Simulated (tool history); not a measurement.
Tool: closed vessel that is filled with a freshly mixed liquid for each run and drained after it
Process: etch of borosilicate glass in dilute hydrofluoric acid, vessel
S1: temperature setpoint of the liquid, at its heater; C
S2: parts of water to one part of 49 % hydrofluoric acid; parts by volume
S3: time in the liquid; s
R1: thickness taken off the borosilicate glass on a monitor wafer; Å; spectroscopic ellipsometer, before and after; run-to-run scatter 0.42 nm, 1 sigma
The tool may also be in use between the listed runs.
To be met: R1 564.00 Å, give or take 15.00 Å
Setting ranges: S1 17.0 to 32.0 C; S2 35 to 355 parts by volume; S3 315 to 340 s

{"run": 1, "day": 0.0, "S1": 24.0, "S2": 195, "S3": 315, "R1": 393.31}
{"run": 2, "day": 0.3, "S1": 26.5, "S2": 190, "S3": 315, "R1": 445.12}
{"run": 3, "day": 0.554, "S1": 26.5, "S2": 255, "S3": 315, "R1": 308.19}
{"run": 4, "day": 0.717, "S1": 28.0, "S2": 230, "S3": 315, "R1": 369.75}
{"run": 5, "day": 1.033, "S1": 28.0, "S2": 290, "S3": 315, "R1": 274.52}
{"run": 6, "day": 1.392, "S1": 28.0, "S2": 225, "S3": 315, "R1": 381.86}
{"run": 7, "day": 1.608, "S1": 29.0, "S2": 210, "S3": 315, "R1": 434.98}
{"run": 8, "day": 1.842, "S1": 30.0, "S2": 200, "S3": 315, "R1": 471.19}
{"run": 9, "day": 2.179, "S1": 30.5, "S2": 195, "S3": 315, "R1": 496.3}
{"run": 10, "day": 2.375, "S1": 31.0, "S2": 190, "S3": 315, "R1": 526.53}
{"run": 11, "day": 2.712, "S1": 31.5, "S2": 190, "S3": 315, "R1": 535.62}

Next run, 5 choices. One meets every target within its allowed miss, the rest don't. Which?
{"run": "A", "day": 3.05, "S1": 32.0, "S2": 195, "S3": 340, "R1": "?"}
{"run": "B", "day": 3.05, "S1": 27.5, "S2": 185, "S3": 315, "R1": "?"}
{"run": "C", "day": 3.05, "S1": 31.5, "S2": 195, "S3": 315, "R1": "?"}
{"run": "D", "day": 3.05, "S1": 31.0, "S2": 190, "S3": 315, "R1": "?"}
{"run": "E", "day": 3.05, "S1": 30.5, "S2": 210, "S3": 340, "R1": "?"}

move=A R1=561.43
move=B R1=474.35
move=C R1=511.38
move=D R1=519.21
move=E R1=486.15
A: all results land within tolerance of their targets
B: the biggest miss grows against the last run
C: the biggest miss grows against the last run
D: the biggest miss grows against the last run
E: the biggest miss grows against the last run
A meets every target.

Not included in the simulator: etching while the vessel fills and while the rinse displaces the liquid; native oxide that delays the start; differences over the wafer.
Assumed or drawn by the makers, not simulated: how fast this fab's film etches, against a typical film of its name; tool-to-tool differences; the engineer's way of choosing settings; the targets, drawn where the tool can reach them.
